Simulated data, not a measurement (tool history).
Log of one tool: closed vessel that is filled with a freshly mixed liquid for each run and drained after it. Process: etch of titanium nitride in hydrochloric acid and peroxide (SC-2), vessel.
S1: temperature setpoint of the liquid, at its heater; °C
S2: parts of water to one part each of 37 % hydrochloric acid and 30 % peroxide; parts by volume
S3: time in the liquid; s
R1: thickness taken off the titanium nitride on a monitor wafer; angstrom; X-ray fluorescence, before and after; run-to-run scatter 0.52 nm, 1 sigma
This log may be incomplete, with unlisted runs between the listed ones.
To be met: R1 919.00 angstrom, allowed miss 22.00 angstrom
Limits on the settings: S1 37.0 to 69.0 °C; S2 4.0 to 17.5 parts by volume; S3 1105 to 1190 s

{"run": 1, "day": 0.0, "S1": 53.0, "S2": 9.5, "S3": 1105, "R1": 490.64}
{"run": 2, "day": 0.175, "S1": 53.0, "S2": 9.5, "S3": 1105, "R1": 486.62}
{"run": 3, "day": 0.4, "S1": 53.0, "S2": 9.5, "S3": 1105, "R1": 491.31}
{"run": 4, "day": 0.546, "S1": 55.5, "S2": 9.5, "S3": 1105, "R1": 583.26}
{"run": 5, "day": 0.717, "S1": 57.0, "S2": 9.5, "S3": 1105, "R1": 636.31}
{"day": 1.038, "done": "new drum of peroxide connected"}
{"run": 6, "day": 1.038, "S1": 57.0, "S2": 11.5, "S3": 1105, "R1": 589.15}
{"run": 7, "day": 1.333, "S1": 57.0, "S2": 11.5, "S3": 1105, "R1": 585.5}
{"run": 8, "day": 1.408, "S1": 58.5, "S2": 11.5, "S3": 1105, "R1": 644.41}
{"run": 9, "day": 1.746, "S1": 60.0, "S2": 11.5, "S3": 1105, "R1": 701.45}
{"run": 10, "day": 1.925, "S1": 61.0, "S2": 11.5, "S3": 1105, "R1": 759.74}
{"run": 11, "day": 1.996, "S1": 61.5, "S2": 11.5, "S3": 1105, "R1": 775.36}
{"run": 12, "day": 2.025, "S1": 62.0, "S2": 11.5, "S3": 1105, "R1": 809.24}
{"run": 13, "day": 2.317, "S1": 62.5, "S2": 11.5, "S3": 1105, "R1": 822.89}

Below are 5 possible settings for the next run. Only one of them brings all results inside the allowed miss of their targets. Which is it?
{"run": "A", "day": 2.608, "S1": 64.5, "S2": 11.0, "S3": 1115, "R1": "?"}
{"run": "B", "day": 2.608, "S1": 62.0, "S2": 12.0, "S3": 1115, "R1": "?"}
{"run": "C", "day": 2.608, "S1": 56.5, "S2": 8.5, "S3": 1105, "R1": "?"}
{"run": "D", "day": 2.608, "S1": 59.0, "S2": 8.5, "S3": 1190, "R1": "?"}
{"run": "E", "day": 2.608, "S1": 60.5, "S2": 13.0, "S3": 1145, "R1": "?"}

move=A R1=973.75
move=B R1=775.28
move=C R1=724.35
move=D R1=914.49
move=E R1=676.80
A: carries the result that was furthest off beyond its target, to the other side
B: its largest miss is bigger than the last run's
C: its largest miss is bigger than the last run's
D: all results in spec
E: its largest miss is bigger than the last run's
D meets every target.
